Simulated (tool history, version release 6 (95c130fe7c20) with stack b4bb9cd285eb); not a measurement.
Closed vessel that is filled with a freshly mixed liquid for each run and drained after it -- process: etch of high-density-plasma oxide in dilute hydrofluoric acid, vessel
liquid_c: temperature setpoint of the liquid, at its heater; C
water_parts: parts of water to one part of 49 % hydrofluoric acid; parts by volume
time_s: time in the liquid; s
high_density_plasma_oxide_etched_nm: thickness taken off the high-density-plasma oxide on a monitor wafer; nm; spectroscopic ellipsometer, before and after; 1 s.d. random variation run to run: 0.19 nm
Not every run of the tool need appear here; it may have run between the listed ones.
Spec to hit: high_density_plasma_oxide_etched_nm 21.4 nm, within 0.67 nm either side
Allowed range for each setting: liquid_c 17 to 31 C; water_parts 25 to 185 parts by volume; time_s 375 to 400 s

run,day,liquid_c,water_parts,time_s,high_density_plasma_oxide_etched_nm
1,0,23,105,375,25.315
2,0.075,20.5,105,375,22.995
3,0.375,20.5,105,400,24.398
4,0.633,20,105,400,23.905
5,0.692,19.5,105,400,23.172
6,0.75,19.5,70,400,36.398
7,0.888,17,110,400,20.145
8,1.033,17.5,110,400,20.713
# day 1.304: thermometer replaced
9,1.304,18,110,400,22.684
10,1.508,17.5,110,400,22.294

5 candidate next runs follow, results not yet known. Just one meets every target within its allowed miss. Identify it.
A,1.712,19,115,375,?
B,1.712,23.5,125,375,?
C,1.712,19.5,115,400,?
D,1.712,17.5,105,395,?
E,1.712,19.5,110,395,?

move,high_density_plasma_oxide_etched_nm
A,21.341
B,23.253
C,23.235
D,23.381
E,24.118
A: all results in spec
B: moves away from the targets compared with the last run
C: moves away from the targets compared with the last run
D: moves away from the targets compared with the last run
E: moves away from the targets compared with the last run
Move A is the one to make.
